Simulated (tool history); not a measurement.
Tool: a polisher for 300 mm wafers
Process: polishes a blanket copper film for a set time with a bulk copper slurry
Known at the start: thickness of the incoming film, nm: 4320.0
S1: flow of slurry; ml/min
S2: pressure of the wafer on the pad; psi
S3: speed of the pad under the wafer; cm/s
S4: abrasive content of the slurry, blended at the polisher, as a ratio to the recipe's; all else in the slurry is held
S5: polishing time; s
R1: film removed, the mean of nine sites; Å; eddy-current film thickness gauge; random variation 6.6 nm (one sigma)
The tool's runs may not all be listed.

run,hour,S1,S2,S3,S4,S5,R1
1,0.0,200,1.7,140,1.0,43,3774.8
2,1.4,200,1.9,140,1.0,43,3993.4
3,2.2,200,1.9,140,0.9,43,3954.1
4,5.9,200,1.9,118,0.9,43,3555.3
# hour 12.1: worn pad replaced by a new one
5,12.1,200,1.9,140,0.9,43,4243.7
6,18.5,180,1.9,140,0.9,43,4136.8

Run 7 comes next. What will it give?
7,25.4,180,2.0,140,0.9,43,?

{"run 7": {"R1": 4272.1}}
